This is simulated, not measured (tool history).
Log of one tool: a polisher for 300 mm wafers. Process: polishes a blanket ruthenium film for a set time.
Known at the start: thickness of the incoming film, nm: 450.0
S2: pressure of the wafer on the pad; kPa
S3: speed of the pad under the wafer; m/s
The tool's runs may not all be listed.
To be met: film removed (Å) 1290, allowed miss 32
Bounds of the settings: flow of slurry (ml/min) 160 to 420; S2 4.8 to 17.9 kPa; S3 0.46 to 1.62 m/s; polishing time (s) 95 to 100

run 1 hour=0 | flow_of_slurry_(ml/min)=270 S2=11 S3=1.04 polishing_time_(s)=95 | film_removed_(Å)=839.47
run 2 hour=0.7 | flow_of_slurry_(ml/min)=270 S2=11 S3=1.04 polishing_time_(s)=100 | film_removed_(Å)=874.59
run 3 hour=1.4 | flow_of_slurry_(ml/min)=270 S2=11 S3=1.04 polishing_time_(s)=95 | film_removed_(Å)=824.9
run 4 hour=3.8 | flow_of_slurry_(ml/min)=275 S2=12.4 S3=1.04 polishing_time_(s)=95 | film_removed_(Å)=933.62
run 5 hour=6.8 | flow_of_slurry_(ml/min)=230 S2=12.4 S3=1.04 polishing_time_(s)=95 | film_removed_(Å)=913.08
run 6 hour=11.5 | flow_of_slurry_(ml/min)=230 S2=12.4 S3=1.04 polishing_time_(s)=95 | film_removed_(Å)=921.03
run 7 hour=15.6 | flow_of_slurry_(ml/min)=235 S2=13.8 S3=1.04 polishing_time_(s)=95 | film_removed_(Å)=1031.6
run 8 hour=23.7 | flow_of_slurry_(ml/min)=245 S2=14.5 S3=1.04 polishing_time_(s)=95 | film_removed_(Å)=1081
run 9 hour=30.8 | flow_of_slurry_(ml/min)=245 S2=15.2 S3=1.04 polishing_time_(s)=95 | film_removed_(Å)=1138.1
run 10 hour=35.8 | flow_of_slurry_(ml/min)=245 S2=15.9 S3=1.04 polishing_time_(s)=95 | film_removed_(Å)=1195.2
run 11 hour=40 | flow_of_slurry_(ml/min)=245 S2=15.9 S3=1.04 polishing_time_(s)=95 | film_removed_(Å)=1171.5
run 12 hour=44.4 | flow_of_slurry_(ml/min)=245 S2=16.5 S3=1.04 polishing_time_(s)=95 | film_removed_(Å)=1204.3

4 next moves are on the table. One of them brings every result within its allowed miss. Which?
run A hour=48.8 | flow_of_slurry_(ml/min)=310 S2=17.2 S3=1.1 polishing_time_(s)=98 | film_removed_(Å)=?
run B hour=48.8 | flow_of_slurry_(ml/min)=240 S2=16.5 S3=0.96 polishing_time_(s)=95 | film_removed_(Å)=?
run C hour=48.8 | flow_of_slurry_(ml/min)=250 S2=15.9 S3=1.04 polishing_time_(s)=98 | film_removed_(Å)=?
run D hour=48.8 | flow_of_slurry_(ml/min)=260 S2=14.5 S3=1.26 polishing_time_(s)=95 | film_removed_(Å)=?

move=A film_removed_(Å)=1428.7
move=B film_removed_(Å)=1145.8
move=C film_removed_(Å)=1224.4
move=D film_removed_(Å)=1299.4
A: takes the result that was furthest off past its target
B: further off than the last run
C: nearer than the last run, and not there yet
D: meets every target
Answer: D

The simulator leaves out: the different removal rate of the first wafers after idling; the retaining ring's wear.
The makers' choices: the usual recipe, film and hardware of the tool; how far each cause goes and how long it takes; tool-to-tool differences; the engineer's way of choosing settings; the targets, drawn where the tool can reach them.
